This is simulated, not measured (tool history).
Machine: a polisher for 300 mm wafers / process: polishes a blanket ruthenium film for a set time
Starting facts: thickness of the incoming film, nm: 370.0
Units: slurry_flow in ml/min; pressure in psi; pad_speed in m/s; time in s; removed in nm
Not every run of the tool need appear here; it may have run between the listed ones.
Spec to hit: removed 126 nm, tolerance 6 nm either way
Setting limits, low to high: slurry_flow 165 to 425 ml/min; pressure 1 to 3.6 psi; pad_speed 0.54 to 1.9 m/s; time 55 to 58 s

| run | day | slurry_flow | pressure | pad_speed | time | removed |
|---|---|---|---|---|---|---|
| 1 | 0 | 275 | 2.3 | 1.22 | 55 | 78.709 |
| 2 | 0.096 | 275 | 2.3 | 1.06 | 55 | 67.728 |
| 3 | 0.208 | 275 | 2.6 | 1.08 | 55 | 75.836 |
| 4 | 0.579 | 275 | 2.8 | 1.12 | 55 | 83.386 |
| 5 | 0.9 | 275 | 3 | 1.16 | 55 | 92.696 |
| 6 | 1 | 275 | 3 | 0.92 | 55 | 74.325 |
| 7 | 1.062 | 275 | 3.1 | 1 | 55 | 84.001 |
| 8 | 1.104 | 275 | 3.1 | 1 | 55 | 81.38 |
| 9 | 1.225 | 275 | 3.2 | 1.06 | 55 | 88.004 |
| 10 | 1.396 | 275 | 3.3 | 1.12 | 55 | 96.224 |
| 11 | 1.717 | 275 | 3.3 | 1.12 | 55 | 96.619 |
| 12 | 1.779 | 275 | 3.4 | 1.16 | 55 | 101.91 |
| 13 | 2.146 | 275 | 3.4 | 1.2 | 55 | 105.37 |
| 14 | 2.467 | 275 | 3.4 | 1.22 | 55 | 108.16 |
| 15 | 2.554 | 275 | 3.6 | 1.3 | 55 | 118.45 |

5 next moves are on the table. One of them brings every result within its allowed miss. Which?
| A | 2.642 | 285 | 3.4 | 1.26 | 55 | ? |
| B | 2.642 | 240 | 3.3 | 1.32 | 55 | ? |
| C | 2.642 | 225 | 3.6 | 1.2 | 57 | ? |
| D | 2.642 | 315 | 3.6 | 1.28 | 58 | ? |
| E | 2.642 | 265 | 3.5 | 1.3 | 55 | ? |

| move | removed |
|---|---|
| A | 108.84 |
| B | 108.81 |
| C | 109.77 |
| D | 123.26 |
| E | 113.86 |
A: further off than the last run
B: further off than the last run
C: further off than the last run
D: all results in spec
E: further off than the last run
So the answer is move D, the one that meets all the targets.
